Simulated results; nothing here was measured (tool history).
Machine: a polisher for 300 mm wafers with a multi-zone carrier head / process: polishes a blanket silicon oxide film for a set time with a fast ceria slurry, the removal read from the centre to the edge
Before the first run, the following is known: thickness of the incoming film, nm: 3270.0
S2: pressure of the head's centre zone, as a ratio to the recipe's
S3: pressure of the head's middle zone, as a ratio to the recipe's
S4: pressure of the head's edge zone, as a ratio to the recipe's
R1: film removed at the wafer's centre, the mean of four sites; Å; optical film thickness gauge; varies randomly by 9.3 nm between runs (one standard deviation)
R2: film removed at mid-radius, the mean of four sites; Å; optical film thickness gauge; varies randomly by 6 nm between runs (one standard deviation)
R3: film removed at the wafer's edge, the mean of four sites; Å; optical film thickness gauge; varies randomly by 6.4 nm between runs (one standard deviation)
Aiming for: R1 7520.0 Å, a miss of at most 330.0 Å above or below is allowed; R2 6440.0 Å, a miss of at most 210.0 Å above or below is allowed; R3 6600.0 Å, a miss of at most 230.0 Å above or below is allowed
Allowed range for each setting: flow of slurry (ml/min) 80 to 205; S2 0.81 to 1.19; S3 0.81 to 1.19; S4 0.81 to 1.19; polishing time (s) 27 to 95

{"run": 1, "day": 0.0, "flow of slurry (ml/min)": 135, "S2": 1.0, "S3": 1.0, "S4": 1.0, "polishing time (s)": 61, "R1": 10312.0, "R2": 10680.0, "R3": 10249.0}
{"run": 2, "day": 0.083, "flow of slurry (ml/min)": 130, "S2": 1.01, "S3": 0.98, "S4": 0.98, "polishing time (s)": 58, "R1": 9928.3, "R2": 9928.7, "R3": 9795.4}
{"run": 3, "day": 0.171, "flow of slurry (ml/min)": 130, "S2": 1.02, "S3": 0.97, "S4": 0.97, "polishing time (s)": 55, "R1": 9505.5, "R2": 9237.3, "R3": 9068.3}
{"run": 4, "day": 0.408, "flow of slurry (ml/min)": 130, "S2": 1.02, "S3": 0.97, "S4": 0.97, "polishing time (s)": 41, "R1": 7162.0, "R2": 6907.5, "R3": 6804.4}
{"run": 5, "day": 0.596, "flow of slurry (ml/min)": 130, "S2": 1.03, "S3": 0.96, "S4": 0.97, "polishing time (s)": 41, "R1": 7133.7, "R2": 6790.2, "R3": 6794.8}
{"run": 6, "day": 0.838, "flow of slurry (ml/min)": 130, "S2": 1.04, "S3": 0.96, "S4": 0.97, "polishing time (s)": 41, "R1": 7037.4, "R2": 6702.6, "R3": 6906.0}
{"run": 7, "day": 1.204, "flow of slurry (ml/min)": 130, "S2": 1.05, "S3": 0.96, "S4": 0.95, "polishing time (s)": 41, "R1": 7205.7, "R2": 6758.1, "R3": 6886.3}
{"run": 8, "day": 1.229, "flow of slurry (ml/min)": 130, "S2": 1.06, "S3": 0.96, "S4": 0.93, "polishing time (s)": 41, "R1": 7469.2, "R2": 6730.2, "R3": 6588.4}

Consider the 5 candidate settings below. Which is the only one whose results all fall within their allowed miss of target?
{"run": "A", "day": 1.254, "flow of slurry (ml/min)": 100, "S2": 1.0, "S3": 1.03, "S4": 0.84, "polishing time (s)": 41, "R1": "?", "R2": "?", "R3": "?"}
{"run": "B", "day": 1.254, "flow of slurry (ml/min)": 100, "S2": 1.12, "S3": 1.01, "S4": 0.97, "polishing time (s)": 38, "R1": "?", "R2": "?", "R3": "?"}
{"run": "C", "day": 1.254, "flow of slurry (ml/min)": 125, "S2": 1.18, "S3": 0.87, "S4": 0.85, "polishing time (s)": 43, "R1": "?", "R2": "?", "R3": "?"}
{"run": "D", "day": 1.254, "flow of slurry (ml/min)": 145, "S2": 1.1, "S3": 1.08, "S4": 0.94, "polishing time (s)": 37, "R1": "?", "R2": "?", "R3": "?"}
{"run": "E", "day": 1.254, "flow of slurry (ml/min)": 125, "S2": 1.07, "S3": 0.89, "S4": 0.9, "polishing time (s)": 41, "R1": "?", "R2": "?", "R3": "?"}

move=A R1=6741.3 R2=7019.8 R3=6140.0
move=B R1=6989.5 R2=6393.9 R3=6081.4
move=C R1=8600.2 R2=6573.4 R3=6619.8
move=D R1=7062.0 R2=6913.1 R3=6027.7
move=E R1=7443.2 R2=6389.7 R3=6475.8
A: its largest miss is bigger than the last run's
B: corrects the largest miss of the last run, while another result sits out of spec
C: corrects the largest miss of the last run, while another result sits out of spec
D: its largest miss is bigger than the last run's
E: each result inside its tolerance
Correct choice: E, which meets every target

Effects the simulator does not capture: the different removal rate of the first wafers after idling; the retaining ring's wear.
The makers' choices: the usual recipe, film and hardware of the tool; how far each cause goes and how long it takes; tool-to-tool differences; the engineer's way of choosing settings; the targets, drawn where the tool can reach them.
